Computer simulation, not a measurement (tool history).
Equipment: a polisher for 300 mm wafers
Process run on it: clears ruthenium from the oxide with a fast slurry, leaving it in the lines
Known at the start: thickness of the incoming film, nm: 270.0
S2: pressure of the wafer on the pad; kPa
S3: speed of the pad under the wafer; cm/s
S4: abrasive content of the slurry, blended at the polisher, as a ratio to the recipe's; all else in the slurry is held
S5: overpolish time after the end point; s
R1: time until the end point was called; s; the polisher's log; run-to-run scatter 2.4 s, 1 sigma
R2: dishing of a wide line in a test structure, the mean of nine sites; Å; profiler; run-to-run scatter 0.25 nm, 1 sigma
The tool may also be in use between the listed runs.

run 1 hour=0 | flow_of_slurry_(ml/min)=305 S2=12.4 S3=108 S4=1 S5=30 | R1=93.125 R2=621.25
run 2 hour=7.6 | flow_of_slurry_(ml/min)=305 S2=15.2 S3=108 S4=1 S5=30 | R1=78.086 R2=754.41
run 3 hour=13.5 | flow_of_slurry_(ml/min)=305 S2=11.7 S3=100 S4=1 S5=23 | R1=105.7 R2=457.32
run 4 hour=15.3 | flow_of_slurry_(ml/min)=300 S2=9.7 S3=98 S4=0.95 S5=18 | R1=132.56 R2=297.09
run 5 hour=19.7 | flow_of_slurry_(ml/min)=300 S2=9.7 S3=110 S4=0.95 S5=18 | R1=121.11 R2=313.18
run 6 hour=22.7 | flow_of_slurry_(ml/min)=360 S2=9.7 S3=110 S4=0.95 S5=18 | R1=117.18 R2=315.95
run 7 hour=23.5 | flow_of_slurry_(ml/min)=395 S2=8.3 S3=112 S4=0.85 S5=15 | R1=139.9 R2=231.75
run 8 hour=31.2 | flow_of_slurry_(ml/min)=420 S2=7.6 S3=116 S4=0.8 S5=13 | R1=156.65 R2=177.09

The next listed run, before its measurement:
run 9 hour=32.9 | flow_of_slurry_(ml/min)=420 S2=7.6 S3=118 S4=0.8 S5=12 | R1=? R2=?

{"run 9": {"R1": 153.82, "R2": 168.67}}
